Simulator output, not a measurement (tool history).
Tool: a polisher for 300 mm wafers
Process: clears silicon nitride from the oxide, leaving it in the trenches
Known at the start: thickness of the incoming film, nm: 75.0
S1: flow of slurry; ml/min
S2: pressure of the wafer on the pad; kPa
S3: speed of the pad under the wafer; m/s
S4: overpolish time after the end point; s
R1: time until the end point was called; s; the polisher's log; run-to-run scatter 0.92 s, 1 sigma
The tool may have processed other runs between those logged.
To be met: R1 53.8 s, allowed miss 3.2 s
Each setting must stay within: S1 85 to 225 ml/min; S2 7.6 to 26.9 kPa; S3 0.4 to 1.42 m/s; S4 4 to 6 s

run  hour   S1    S2    S3  S4      R1
  1     0  145  17.2   0.9   6   86.79
  2   4.7  145  19.3  0.92   6  80.027
  3  13.2  120  19.3  0.92   6   79.97
  4  20.6  100  19.3  0.92   6  84.668
  5  23.4  105  21.4  0.94   6  74.184
  6  32.1   85  21.4  0.94   6   77.77
  7  36.6   95  22.8  0.94   6  74.065
  8  44.8  100  23.4  0.98   6  66.286
  9  52.9  105  24.1  0.98   6  61.583
 10  53.8  110  24.8  0.98   6  62.182
 11  59.6  110  25.5     1   6  60.827
 12  63.2  110  25.5  1.02   6  57.619

Which of these 5 next moves meets every target?
  A  66.8  115  23.4     1   5   ?
  B  66.8  100  25.5  0.98   4   ?
  C  66.8  100  25.5  0.98   6   ?
  D  66.8  130  23.4     1   6   ?
  E  66.8  120  26.2  1.04   4   ?

move      R1
   A  64.673
   B  63.295
   C  63.295
   D  62.795
   E  55.417
A: its largest miss is bigger than the last run's
B: its largest miss is bigger than the last run's
C: its largest miss is bigger than the last run's
D: its largest miss is bigger than the last run's
E: all results in spec
So the answer is move E, the one that meets all the targets.
